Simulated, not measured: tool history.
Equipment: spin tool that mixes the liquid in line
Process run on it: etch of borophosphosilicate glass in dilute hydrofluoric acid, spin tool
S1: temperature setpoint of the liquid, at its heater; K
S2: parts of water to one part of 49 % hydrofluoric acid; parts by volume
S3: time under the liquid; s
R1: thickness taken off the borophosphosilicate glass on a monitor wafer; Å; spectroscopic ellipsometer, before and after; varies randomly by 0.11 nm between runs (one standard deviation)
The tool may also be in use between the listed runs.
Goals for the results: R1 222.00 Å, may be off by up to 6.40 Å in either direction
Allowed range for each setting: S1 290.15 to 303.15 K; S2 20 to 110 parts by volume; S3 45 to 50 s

Run 1, hour 0.0: S1 295.15 K, S2 60 parts by volume, S3 45 s. Result: R1 362.55 Å.
Run 2, hour 8.3: S1 293.65 K, S2 65 parts by volume, S3 45 s. Result: R1 307.52 Å.
Run 3, hour 12.0: S1 293.65 K, S2 65 parts by volume, S3 50 s. Result: R1 342.03 Å.
Run 4, hour 19.4: S1 293.65 K, S2 75 parts by volume, S3 50 s. Result: R1 294.93 Å.
Run 5, hour 27.3: S1 292.15 K, S2 75 parts by volume, S3 50 s. Result: R1 273.27 Å.
Run 6, hour 28.6: S1 293.65 K, S2 75 parts by volume, S3 50 s. Result: R1 294.49 Å.
Run 7, hour 34.9: S1 292.65 K, S2 75 parts by volume, S3 50 s. Result: R1 283.66 Å.
Run 8, hour 36.3: S1 291.65 K, S2 80 parts by volume, S3 50 s. Result: R1 251.73 Å.
Run 9, hour 39.7: S1 291.15 K, S2 80 parts by volume, S3 50 s. Result: R1 246.61 Å.
Run 10, hour 48.6: S1 290.65 K, S2 80 parts by volume, S3 50 s. Result: R1 241.75 Å.
Run 11, hour 55.3: S1 290.15 K, S2 80 parts by volume, S3 50 s. Result: R1 236.71 Å.

4 next moves are on the table. One of them brings every result within its allowed miss. Which?
Run A, hour 62.0: S1 292.65 K, S2 75 parts by volume, S3 45 s. Result: R1 ?.
Run B, hour 62.0: S1 290.65 K, S2 75 parts by volume, S3 50 s. Result: R1 ?.
Run C, hour 62.0: S1 290.15 K, S2 75 parts by volume, S3 50 s. Result: R1 ?.
Run D, hour 62.0: S1 290.15 K, S2 85 parts by volume, S3 50 s. Result: R1 ?.

move      R1
   A  253.12
   B  258.44
   C  252.98
   D  220.84
A: further off than the last run
B: further off than the last run
C: further off than the last run
D: all results land within tolerance of their targets
Move D is the one to make.
